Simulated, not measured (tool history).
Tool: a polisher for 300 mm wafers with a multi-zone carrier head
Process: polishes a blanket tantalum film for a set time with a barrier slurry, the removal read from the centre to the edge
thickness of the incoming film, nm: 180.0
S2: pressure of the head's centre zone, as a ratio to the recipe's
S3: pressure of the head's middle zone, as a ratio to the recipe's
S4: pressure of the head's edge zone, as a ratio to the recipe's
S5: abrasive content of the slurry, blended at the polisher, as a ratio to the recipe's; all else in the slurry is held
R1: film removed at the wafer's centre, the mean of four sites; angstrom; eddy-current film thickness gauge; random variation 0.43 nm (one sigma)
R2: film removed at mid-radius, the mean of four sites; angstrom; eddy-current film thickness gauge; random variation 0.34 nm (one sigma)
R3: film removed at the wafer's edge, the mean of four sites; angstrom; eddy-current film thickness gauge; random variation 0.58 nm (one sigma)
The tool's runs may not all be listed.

Run 1, hour 0.0: flow of slurry (ml/min) 140, S2 1.00, S3 1.00, S4 1.00, S5 1.00, polishing time (s) 55. Result: R1 588.81 angstrom, R2 603.26 angstrom, R3 583.38 angstrom.
Run 2, hour 8.5: flow of slurry (ml/min) 165, S2 1.00, S3 1.00, S4 1.00, S5 1.00, polishing time (s) 55. Result: R1 618.99 angstrom, R2 627.92 angstrom, R3 600.56 angstrom.
Run 3, hour 12.9: flow of slurry (ml/min) 155, S2 0.98, S3 1.00, S4 0.97, S5 0.90, polishing time (s) 54. Result: R1 578.05 angstrom, R2 600.74 angstrom, R3 566.02 angstrom.
Run 4, hour 18.5: flow of slurry (ml/min) 155, S2 0.98, S3 1.00, S4 0.97, S5 0.75, polishing time (s) 54. Result: R1 555.50 angstrom, R2 565.52 angstrom, R3 534.39 angstrom.
Run 5, hour 24.4: flow of slurry (ml/min) 155, S2 1.05, S3 1.00, S4 0.97, S5 0.75, polishing time (s) 54. Result: R1 593.43 angstrom, R2 566.94 angstrom, R3 538.08 angstrom.
Run 6, hour 25.6: flow of slurry (ml/min) 155, S2 1.05, S3 1.00, S4 0.97, S5 0.75, polishing time (s) 59. Result: R1 639.99 angstrom, R2 624.19 angstrom, R3 582.43 angstrom.
Run 7, hour 28.1: flow of slurry (ml/min) 145, S2 1.01, S3 1.00, S4 0.96, S5 0.70, polishing time (s) 57. Result: R1 588.53 angstrom, R2 592.23 angstrom, R3 559.22 angstrom.

The next listed run, before its measurement:
Run 8, hour 30.0: flow of slurry (ml/min) 135, S2 0.91, S3 1.04, S4 0.88, S5 0.50, polishing time (s) 42. Result: R1 ?, R2 ?, R3 ?.

{"run 8": {"R1": 348.14, "R2": 403.16, "R3": 364.96}}
